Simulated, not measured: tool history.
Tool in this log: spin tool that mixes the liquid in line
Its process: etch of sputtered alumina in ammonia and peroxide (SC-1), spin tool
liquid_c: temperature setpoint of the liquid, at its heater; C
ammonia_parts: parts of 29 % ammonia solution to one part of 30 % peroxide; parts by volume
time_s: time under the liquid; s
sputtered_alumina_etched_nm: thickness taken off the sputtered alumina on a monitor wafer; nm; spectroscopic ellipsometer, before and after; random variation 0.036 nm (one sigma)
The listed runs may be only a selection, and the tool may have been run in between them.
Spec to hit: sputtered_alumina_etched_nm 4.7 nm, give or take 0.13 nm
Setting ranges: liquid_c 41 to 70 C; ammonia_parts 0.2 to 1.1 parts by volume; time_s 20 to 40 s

{"run": 1, "hour": 0.0, "liquid_c": 57, "ammonia_parts": 0.6, "time_s": 40, "sputtered_alumina_etched_nm": 2.7813}
{"run": 2, "hour": 1.9, "liquid_c": 54, "ammonia_parts": 0.6, "time_s": 40, "sputtered_alumina_etched_nm": 2.4216}
{"run": 3, "hour": 3.1, "liquid_c": 57.5, "ammonia_parts": 0.6, "time_s": 40, "sputtered_alumina_etched_nm": 2.862}
{"run": 4, "hour": 9.0, "liquid_c": 57.5, "ammonia_parts": 0.5, "time_s": 40, "sputtered_alumina_etched_nm": 2.8535}
{"run": 5, "hour": 10.3, "liquid_c": 57.5, "ammonia_parts": 0.65, "time_s": 40, "sputtered_alumina_etched_nm": 2.8917}
{"run": 6, "hour": 11.0, "liquid_c": 64.5, "ammonia_parts": 0.65, "time_s": 40, "sputtered_alumina_etched_nm": 4.1528}
{"run": 7, "hour": 17.9, "liquid_c": 65, "ammonia_parts": 0.65, "time_s": 40, "sputtered_alumina_etched_nm": 4.2567}
{"run": 8, "hour": 23.5, "liquid_c": 65.5, "ammonia_parts": 0.65, "time_s": 40, "sputtered_alumina_etched_nm": 4.369}
{"run": 9, "hour": 29.3, "liquid_c": 66, "ammonia_parts": 0.65, "time_s": 40, "sputtered_alumina_etched_nm": 4.5019}

Consider the 5 candidate settings below. Which is the only one whose results all fall within their allowed miss of target?
{"run": "A", "hour": 35.1, "liquid_c": 67.5, "ammonia_parts": 0.95, "time_s": 40, "sputtered_alumina_etched_nm": "?"}
{"run": "B", "hour": 35.1, "liquid_c": 68.5, "ammonia_parts": 0.65, "time_s": 40, "sputtered_alumina_etched_nm": "?"}
{"run": "C", "hour": 35.1, "liquid_c": 68.5, "ammonia_parts": 0.7, "time_s": 40, "sputtered_alumina_etched_nm": "?"}
{"run": "D", "hour": 35.1, "liquid_c": 67, "ammonia_parts": 0.6, "time_s": 40, "sputtered_alumina_etched_nm": "?"}
{"run": "E", "hour": 35.1, "liquid_c": 70, "ammonia_parts": 0.35, "time_s": 40, "sputtered_alumina_etched_nm": "?"}

move=A sputtered_alumina_etched_nm=4.9478
move=B sputtered_alumina_etched_nm=5.0116
move=C sputtered_alumina_etched_nm=5.0467
move=D sputtered_alumina_etched_nm=4.6232
move=E sputtered_alumina_etched_nm=5.0821
A: takes the biggest miss from the last run beyond its target
B: takes the biggest miss from the last run beyond its target
C: takes the biggest miss from the last run beyond its target
D: meets every target
E: takes the biggest miss from the last run beyond its target
Go with D: it meets all targets.

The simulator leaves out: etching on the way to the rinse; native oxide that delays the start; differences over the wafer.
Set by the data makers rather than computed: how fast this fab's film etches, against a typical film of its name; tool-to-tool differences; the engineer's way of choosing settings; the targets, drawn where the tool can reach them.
